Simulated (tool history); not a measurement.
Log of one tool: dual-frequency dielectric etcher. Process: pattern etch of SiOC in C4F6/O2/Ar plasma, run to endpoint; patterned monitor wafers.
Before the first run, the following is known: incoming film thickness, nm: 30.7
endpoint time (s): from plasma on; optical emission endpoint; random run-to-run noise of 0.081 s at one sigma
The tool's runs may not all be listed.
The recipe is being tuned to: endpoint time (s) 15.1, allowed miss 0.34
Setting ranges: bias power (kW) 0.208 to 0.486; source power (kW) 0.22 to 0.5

run 1 day=0 | bias_power_(kW)=0.347 source_power_(kW)=0.36 | endpoint_time_(s)=11.454
run 2 day=0.05 | bias_power_(kW)=0.332 source_power_(kW)=0.35 | endpoint_time_(s)=11.727
run 3 day=0.254 | bias_power_(kW)=0.332 source_power_(kW)=0.32 | endpoint_time_(s)=12.274
run 4 day=0.475 | bias_power_(kW)=0.301 source_power_(kW)=0.32 | endpoint_time_(s)=12.571
run 5 day=0.667 | bias_power_(kW)=0.292 source_power_(kW)=0.31 | endpoint_time_(s)=12.901
run 6 day=0.696 | bias_power_(kW)=0.292 source_power_(kW)=0.34 | endpoint_time_(s)=12.31
run 7 day=0.996 | bias_power_(kW)=0.284 source_power_(kW)=0.33 | endpoint_time_(s)=12.644
run 8 day=1.083 | bias_power_(kW)=0.276 source_power_(kW)=0.32 | endpoint_time_(s)=12.959
run 9 day=1.458 | bias_power_(kW)=0.269 source_power_(kW)=0.31 | endpoint_time_(s)=13.171
run 10 day=1.833 | bias_power_(kW)=0.208 source_power_(kW)=0.24 | endpoint_time_(s)=16.012
run 11 day=1.858 | bias_power_(kW)=0.212 source_power_(kW)=0.24 | endpoint_time_(s)=15.818
run 12 day=2.179 | bias_power_(kW)=0.215 source_power_(kW)=0.24 | endpoint_time_(s)=15.849

Exercise: of the 5 proposed moves below, exactly one satisfies all targets within the stated allowed misses. Which move is it?
run A day=2.5 | bias_power_(kW)=0.21 source_power_(kW)=0.22 | endpoint_time_(s)=?
run B day=2.5 | bias_power_(kW)=0.208 source_power_(kW)=0.22 | endpoint_time_(s)=?
run C day=2.5 | bias_power_(kW)=0.208 source_power_(kW)=0.27 | endpoint_time_(s)=?
run D day=2.5 | bias_power_(kW)=0.219 source_power_(kW)=0.23 | endpoint_time_(s)=?
run E day=2.5 | bias_power_(kW)=0.208 source_power_(kW)=0.23 | endpoint_time_(s)=?

move=A endpoint_time_(s)=16.487
move=B endpoint_time_(s)=16.525
move=C endpoint_time_(s)=14.845
move=D endpoint_time_(s)=15.936
move=E endpoint_time_(s)=16.134
A: its largest miss is bigger than the last run's
B: its largest miss is bigger than the last run's
C: all results in spec
D: its largest miss is bigger than the last run's
E: its largest miss is bigger than the last run's
Answer: C

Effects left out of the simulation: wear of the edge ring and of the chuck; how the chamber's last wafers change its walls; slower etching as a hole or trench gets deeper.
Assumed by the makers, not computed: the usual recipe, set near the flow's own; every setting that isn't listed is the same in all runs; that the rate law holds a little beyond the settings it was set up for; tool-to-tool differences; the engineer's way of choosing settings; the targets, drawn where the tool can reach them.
